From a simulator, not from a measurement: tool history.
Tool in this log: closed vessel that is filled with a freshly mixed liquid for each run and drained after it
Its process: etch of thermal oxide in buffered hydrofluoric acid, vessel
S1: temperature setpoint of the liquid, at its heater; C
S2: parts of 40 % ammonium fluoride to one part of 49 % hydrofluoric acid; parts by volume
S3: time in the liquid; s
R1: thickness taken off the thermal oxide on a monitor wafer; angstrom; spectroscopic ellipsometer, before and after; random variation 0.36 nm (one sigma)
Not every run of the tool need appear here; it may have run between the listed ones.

{"run": 1, "hour": 0.0, "S1": 25, "S2": 22, "S3": 30, "R1": 159.89}
{"run": 2, "hour": 4.7, "S1": 25, "S2": 17.5, "S3": 30, "R1": 192.21}
{"run": 3, "hour": 9.9, "S1": 26, "S2": 16.5, "S3": 30, "R1": 212.53}
{"run": 4, "hour": 17.4, "S1": 26, "S2": 16.5, "S3": 30, "R1": 213.16}
{"run": 5, "hour": 26.1, "S1": 26, "S2": 16.5, "S3": 30, "R1": 210.78}
{"run": 6, "hour": 33.1, "S1": 26, "S2": 16.5, "S3": 30, "R1": 208.45}

Estimate the outcome of run 7 from the log above:
{"run": 7, "hour": 39.9, "S1": 27, "S2": 15.5, "S3": 30, "R1": "?"}

{"run 7": {"R1": 240.88}}
